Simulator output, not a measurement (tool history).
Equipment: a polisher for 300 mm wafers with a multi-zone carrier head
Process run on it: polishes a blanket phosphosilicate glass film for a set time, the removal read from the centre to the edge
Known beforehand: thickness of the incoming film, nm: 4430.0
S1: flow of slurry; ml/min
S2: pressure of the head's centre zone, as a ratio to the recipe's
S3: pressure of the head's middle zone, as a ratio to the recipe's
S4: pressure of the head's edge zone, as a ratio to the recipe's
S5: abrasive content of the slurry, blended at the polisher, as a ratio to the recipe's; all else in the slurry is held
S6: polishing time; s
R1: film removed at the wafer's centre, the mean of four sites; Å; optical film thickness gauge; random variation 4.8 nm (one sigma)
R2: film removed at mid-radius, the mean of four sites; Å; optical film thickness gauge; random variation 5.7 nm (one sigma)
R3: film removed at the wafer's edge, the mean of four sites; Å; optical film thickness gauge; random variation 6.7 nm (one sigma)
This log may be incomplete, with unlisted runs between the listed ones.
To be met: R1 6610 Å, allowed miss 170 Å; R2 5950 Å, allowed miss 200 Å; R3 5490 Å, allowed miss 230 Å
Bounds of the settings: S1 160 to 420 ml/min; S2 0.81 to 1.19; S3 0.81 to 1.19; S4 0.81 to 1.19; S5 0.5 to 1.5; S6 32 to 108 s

run	hour	S1	S2	S3	S4	S5	S6	R1	R2	R3
1	0	270	1	1	1	1	70	4469	4540.8	4491.5
2	4.8	275	1.02	1.01	1	1.05	70	4636.5	4649	4558
3	13.7	275	1.02	1.01	1.08	1.05	70	4656.6	4697.8	4737.4
4	21.2	280	1.04	1.02	1.08	1.1	70	4825.6	4753.3	4879.8
5	26.9	285	1.06	1.03	1.06	1.15	70	4928.1	4893.6	4850.2
6	32.4	290	1.07	1.03	1.05	1.2	71	5205	5085.6	4928.3
7	33.3	295	1.08	1.03	1.05	1.25	71	5430.2	5170	5002
8	42.2	300	1.09	1.04	1.06	1.25	71	5419.5	5234.8	5102
9	50.2	305	1.1	1.04	1.06	1.3	71	5605.4	5393.9	5199
10	51.1	310	1.11	1.04	1.06	1.3	71	5631.5	5228	5173.6
11	58.5	310	1.12	1.05	1.06	1.3	71	5704.9	5326.1	5112.8
12	67.5	310	1.13	1.05	1.06	1.3	71	5741.9	5242	5167.9
13	69.9	310	1.13	1.05	1.06	1.3	71	5609.9	5292.7	5267.6
14	77.5	315	1.13	1.05	1.05	1.3	71	5667.2	5327.9	5100.7
15	84.3	315	1.14	1.05	1.05	1.3	71	5797.2	5298.9	5115.4
16	86.3	315	1.15	1.05	1.05	1.3	71	5883.6	5344.1	5057.5
17	88.6	360	1.19	1.1	1.1	1.45	71	6448.4	5924.5	5421.9
18	94.6	365	1.19	1.09	1.09	1.45	71	6248.7	5893.7	5467.1
19	95.2	360	1.19	1.09	1.09	1.45	71	6314	5799.5	5321

Of the 5 settings listed for the next run, only one would bring every result within its allowed miss of target. Which one?
A	95.8	335	1.15	1.08	1.11	1.5	71	?	?	?
B	95.8	420	1.19	1.18	1	1.3	69	?	?	?
C	95.8	420	1.13	1.17	1.01	1.2	76	?	?	?
D	95.8	330	1.15	1.06	1.11	1.4	72	?	?	?
E	95.8	405	1.14	1.03	0.95	1.25	81	?	?	?

move	R1	R2	R3
A	6147.4	5909.5	5590.4
B	5968.2	5968.1	4951.1
C	6051.3	6330.3	5314.4
D	6076.4	5750.2	5529.9
E	6588.2	6132.6	5592.6
A: misses by more than the last run did
B: misses by more than the last run did
C: misses by more than the last run did
D: misses by more than the last run did
E: every result within its allowed miss
Answer: E
